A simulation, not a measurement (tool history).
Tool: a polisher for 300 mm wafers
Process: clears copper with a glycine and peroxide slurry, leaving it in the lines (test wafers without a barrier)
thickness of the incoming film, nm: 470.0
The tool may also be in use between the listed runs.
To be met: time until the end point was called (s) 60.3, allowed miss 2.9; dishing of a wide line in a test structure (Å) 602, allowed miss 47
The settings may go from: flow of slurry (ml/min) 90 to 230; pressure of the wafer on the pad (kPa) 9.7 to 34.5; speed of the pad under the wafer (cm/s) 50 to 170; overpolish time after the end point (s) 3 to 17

run,hour,flow of slurry (ml/min),pressure of the wafer on the pad (kPa),speed of the pad under the wafer (cm/s),overpolish time after the end point (s),time until the end point was called (s),dishing of a wide line in a test structure (Å)
1,0,150,22.1,110,9,68.531,391.26
2,2.3,150,22.1,110,7,66.521,335.99
3,6.4,150,22.1,86,7,78.811,283.08
4,9.7,150,24.1,88,8,73.406,342.27
5,18.6,170,24.1,88,8,73.673,346.95
6,21.7,170,25.5,88,9,70.175,382.45
7,30.4,170,26.9,88,10,67.414,443.85
8,32.3,170,27.6,88,11,67.432,483.9

4 next moves are on the table. One of them brings every result within its allowed miss. Which?
A,34.2,125,34.5,98,8,?,?
B,34.2,145,34.5,84,13,?,?
C,34.2,175,27.6,116,10,?,?
D,34.2,160,26.2,82,10,?,?

move,time until the end point was called (s),dishing of a wide line in a test structure (Å)
A,56.884,424.31
B,61.283,580.49
C,55.614,510.04
D,73.005,415.95
A: further off than the last run
B: meets every target
C: nearer than the last run, and not there yet
D: further off than the last run
The right move is B.

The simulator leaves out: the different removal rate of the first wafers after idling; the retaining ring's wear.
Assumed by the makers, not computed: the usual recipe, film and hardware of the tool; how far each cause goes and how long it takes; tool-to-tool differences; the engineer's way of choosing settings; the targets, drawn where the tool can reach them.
